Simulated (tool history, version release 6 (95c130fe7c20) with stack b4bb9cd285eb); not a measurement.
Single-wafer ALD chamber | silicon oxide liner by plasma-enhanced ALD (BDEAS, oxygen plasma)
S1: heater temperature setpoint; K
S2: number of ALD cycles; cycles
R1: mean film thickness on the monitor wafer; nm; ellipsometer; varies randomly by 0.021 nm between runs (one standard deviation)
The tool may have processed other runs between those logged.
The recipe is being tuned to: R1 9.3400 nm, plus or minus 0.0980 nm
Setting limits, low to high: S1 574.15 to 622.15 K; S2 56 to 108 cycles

| run | day | S1 | S2 | R1 |
|---|---|---|---|---|
| 1 | 0.000 | 598.15 | 82 | 7.2255 |
| 2 | 0.100 | 598.15 | 75 | 6.6239 |
| 3 | 0.421 | 595.15 | 83 | 7.3606 |
| 4 | 0.642 | 592.15 | 89 | 7.9479 |
| 5 | 0.921 | 592.15 | 99 | 8.8383 |
| 6 | 1.208 | 592.15 | 91 | 8.1149 |
| 7 | 1.354 | 588.15 | 94 | 8.4580 |
| 8 | 1.638 | 585.15 | 96 | 8.6277 |
| 9 | 1.896 | 585.15 | 98 | 8.8018 |
| 10 | 1.958 | 585.15 | 100 | 9.0143 |
| 11 | 2.158 | 585.15 | 100 | 9.0089 |
| 12 | 2.333 | 585.15 | 101 | 9.0930 |
| 13 | 2.383 | 585.15 | 102 | 9.1722 |

Which one of the following 5 next-run settings gets every result inside its allowed miss? There is exactly one.
| A | 2.433 | 578.15 | 103 | ? |
| B | 2.433 | 590.15 | 108 | ? |
| C | 2.433 | 581.15 | 106 | ? |
| D | 2.433 | 594.15 | 108 | ? |
| E | 2.433 | 586.15 | 106 | ? |

| move | R1 |
|---|---|
| A | 9.3892 |
| B | 9.6819 |
| C | 9.6227 |
| D | 9.6276 |
| E | 9.5560 |
A: all results land within tolerance of their targets
B: carries the result that was furthest off beyond its target, to the other side
C: carries the result that was furthest off beyond its target, to the other side
D: carries the result that was furthest off beyond its target, to the other side
E: carries the result that was furthest off beyond its target, to the other side
The move that meets every target is A.

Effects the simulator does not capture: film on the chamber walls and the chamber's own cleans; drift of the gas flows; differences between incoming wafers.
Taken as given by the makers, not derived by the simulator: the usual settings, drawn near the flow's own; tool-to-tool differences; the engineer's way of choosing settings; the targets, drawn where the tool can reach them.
